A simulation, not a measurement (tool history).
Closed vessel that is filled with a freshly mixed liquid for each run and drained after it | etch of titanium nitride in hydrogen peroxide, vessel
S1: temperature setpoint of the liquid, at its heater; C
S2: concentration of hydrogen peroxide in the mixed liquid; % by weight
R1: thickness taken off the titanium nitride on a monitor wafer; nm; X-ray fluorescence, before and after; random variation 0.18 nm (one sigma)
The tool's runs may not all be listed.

Run 1, hour 0: S1 49 C, S2 23 % by weight, time in the liquid (s) 1090. Result: R1 65.221 nm.
Run 2, hour 3.7: S1 45.5 C, S2 23 % by weight, time in the liquid (s) 1090. Result: R1 49.909 nm.
Run 3, hour 11.6: S1 45.5 C, S2 23 % by weight, time in the liquid (s) 1175. Result: R1 54.695 nm.
Run 4, hour 18: S1 42.5 C, S2 23 % by weight, time in the liquid (s) 1175. Result: R1 42.431 nm.
Run 5, hour 22.9: S1 42.5 C, S2 27 % by weight, time in the liquid (s) 1175. Result: R1 44.715 nm.
Run 6, hour 23.8: S1 42.5 C, S2 24 % by weight, time in the liquid (s) 1175. Result: R1 43.876 nm.
Run 7, hour 32.3: S1 40.5 C, S2 24 % by weight, time in the liquid (s) 1175. Result: R1 37.159 nm.
Run 8, hour 34.5: S1 39 C, S2 24 % by weight, time in the liquid (s) 1175. Result: R1 33.552 nm.
Run 9, hour 35.8: S1 38 C, S2 24 % by weight, time in the liquid (s) 1175. Result: R1 30.333 nm.
Run 10, hour 38.5: S1 38 C, S2 24 % by weight, time in the liquid (s) 1175. Result: R1 31.114 nm.
Run 11, hour 41.8: S1 37 C, S2 24 % by weight, time in the liquid (s) 1175. Result: R1 28.18 nm.
Run 12, hour 45.1: S1 36.5 C, S2 24 % by weight, time in the liquid (s) 1175. Result: R1 27.266 nm.

Forecast run 13:
Run 13, hour 46.1: S1 36 C, S2 24 % by weight, time in the liquid (s) 1175. Result: R1 ?.

Run 13 gave R1 26.583 nm.

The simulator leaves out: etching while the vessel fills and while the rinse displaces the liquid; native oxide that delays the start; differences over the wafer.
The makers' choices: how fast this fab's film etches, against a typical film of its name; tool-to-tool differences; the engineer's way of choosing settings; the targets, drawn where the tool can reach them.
